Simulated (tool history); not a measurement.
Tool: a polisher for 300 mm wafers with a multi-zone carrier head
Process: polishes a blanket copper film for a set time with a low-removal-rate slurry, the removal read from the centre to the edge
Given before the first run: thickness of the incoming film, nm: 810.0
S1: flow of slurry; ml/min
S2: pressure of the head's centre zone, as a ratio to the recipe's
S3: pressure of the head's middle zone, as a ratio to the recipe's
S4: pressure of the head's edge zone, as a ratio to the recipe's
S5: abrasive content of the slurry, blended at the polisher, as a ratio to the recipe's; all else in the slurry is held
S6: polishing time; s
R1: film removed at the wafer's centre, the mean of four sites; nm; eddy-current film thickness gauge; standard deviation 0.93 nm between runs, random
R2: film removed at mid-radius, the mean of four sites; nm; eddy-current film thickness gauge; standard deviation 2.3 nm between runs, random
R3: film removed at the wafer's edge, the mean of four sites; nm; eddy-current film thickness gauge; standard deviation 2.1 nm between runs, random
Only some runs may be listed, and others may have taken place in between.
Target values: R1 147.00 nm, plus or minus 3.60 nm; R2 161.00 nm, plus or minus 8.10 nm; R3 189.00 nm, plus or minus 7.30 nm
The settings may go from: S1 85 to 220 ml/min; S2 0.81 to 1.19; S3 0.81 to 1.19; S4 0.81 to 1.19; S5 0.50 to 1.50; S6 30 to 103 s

run	hour	S1	S2	S3	S4	S5	S6	R1	R2	R3
1	0.0	140	1.00	1.00	1.00	1.00	66	295.02	290.90	288.65
2	6.4	125	0.94	0.96	1.02	0.85	60	238.37	241.75	256.35
3	12.3	125	0.94	0.96	1.02	0.75	60	230.04	232.14	246.81
4	17.4	125	0.94	0.96	1.02	0.75	45	174.02	174.40	184.47
5	19.4	125	0.94	1.02	1.02	0.75	45	175.58	186.75	184.32
6	23.4	125	0.94	1.05	1.02	0.75	45	172.63	190.06	182.34
7	28.5	115	0.91	1.01	1.05	0.75	45	164.82	181.83	186.99
8	30.6	105	0.89	0.98	1.06	0.75	45	154.63	171.69	179.28

Next run, 5 choices. One meets every target within its allowed miss, the rest don't. Which?
A	32.7	135	0.97	1.16	1.03	0.75	38	?	?	?
B	32.7	150	0.95	1.07	1.14	0.70	43	?	?	?
C	32.7	85	0.86	0.93	1.13	0.60	50	?	?	?
D	32.7	120	0.92	0.95	1.19	0.85	41	?	?	?
E	32.7	95	0.90	1.08	1.01	0.90	42	?	?	?

move	R1	R2	R3
A	155.06	181.96	158.27
B	173.89	194.00	189.35
C	148.71	166.92	192.00
D	157.01	164.85	184.90
E	147.36	177.96	168.04
A: further off than the last run
B: further off than the last run
C: hits every target within its allowed miss
D: further off than the last run
E: gets the furthest-off result to its target, but another result is out of tolerance
So the answer is move C, the one that meets all the targets.
